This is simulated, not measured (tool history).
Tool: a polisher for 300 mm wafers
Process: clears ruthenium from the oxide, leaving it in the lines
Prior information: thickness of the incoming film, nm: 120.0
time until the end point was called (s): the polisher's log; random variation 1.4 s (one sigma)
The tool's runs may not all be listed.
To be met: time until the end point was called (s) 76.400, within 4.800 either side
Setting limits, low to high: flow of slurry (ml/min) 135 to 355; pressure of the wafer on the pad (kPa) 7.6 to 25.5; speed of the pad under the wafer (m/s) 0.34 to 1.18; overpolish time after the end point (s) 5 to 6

run,hour,flow of slurry (ml/min),pressure of the wafer on the pad (kPa),speed of the pad under the wafer (m/s),overpolish time after the end point (s),time until the end point was called (s)
1,0.0,225,16.5,0.76,6,134.400
2,4.2,225,18.6,0.78,6,110.140
3,9.8,225,21.4,0.78,6,95.656
4,12.8,225,22.1,0.78,6,95.457
5,18.9,225,22.8,0.80,6,91.033
6,20.1,275,22.8,0.80,6,87.247
7,26.1,275,23.4,0.80,6,88.736
8,30.2,275,23.4,0.80,6,85.913
9,34.8,275,24.1,0.80,6,84.622

Exactly one of the 5 candidate moves below puts every result within its allowed miss. Which one?
A,39.4,330,24.8,0.70,6,?
B,39.4,325,25.5,0.82,6,?
C,39.4,300,21.4,0.86,6,?
D,39.4,260,22.8,0.76,6,?
E,39.4,270,22.1,0.82,6,?

move,time until the end point was called (s)
A,92.432
B,77.268
C,88.244
D,94.691
E,90.359
A: lands further from the targets than the last run did
B: all results land within tolerance of their targets
C: lands further from the targets than the last run did
D: lands further from the targets than the last run did
E: lands further from the targets than the last run did
The right move is B.
